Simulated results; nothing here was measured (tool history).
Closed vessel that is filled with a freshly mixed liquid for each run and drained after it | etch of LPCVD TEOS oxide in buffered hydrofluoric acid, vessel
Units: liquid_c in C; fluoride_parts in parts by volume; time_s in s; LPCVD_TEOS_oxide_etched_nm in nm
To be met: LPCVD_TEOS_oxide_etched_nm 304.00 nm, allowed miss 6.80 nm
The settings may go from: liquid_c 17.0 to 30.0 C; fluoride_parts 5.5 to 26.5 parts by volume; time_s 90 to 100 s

run  hour  liquid_c  fluoride_parts  time_s  LPCVD_TEOS_oxide_etched_nm
  1   0.0      22.0            16.0      90                      266.43
  2   8.9      22.0            16.0      90                      264.70
  3  11.8      22.5            16.0      90                      273.74
  4  15.3      23.0            16.0      90                      282.01
  5  18.0      23.0            13.0      90                      346.46
  6  26.9      23.0            13.0      90                      344.56
  7  29.9      22.5            13.0      90                      331.24
  8  33.3      21.5            13.0      90                      317.58

Which of these 4 next moves meets every target?
  A  36.7      22.5            13.0      90                           ?
  B  36.7      20.5            13.0      95                           ?
  C  36.7      21.0            12.5      95                           ?
  D  36.7      22.5            14.5      90                           ?

move  LPCVD_TEOS_oxide_etched_nm
   A                      335.46
   B                      316.90
   C                      338.63
   D                      301.38
A: further off than the last run
B: nearer than the last run, and not there yet
C: further off than the last run
D: meets every target
The right move is D.

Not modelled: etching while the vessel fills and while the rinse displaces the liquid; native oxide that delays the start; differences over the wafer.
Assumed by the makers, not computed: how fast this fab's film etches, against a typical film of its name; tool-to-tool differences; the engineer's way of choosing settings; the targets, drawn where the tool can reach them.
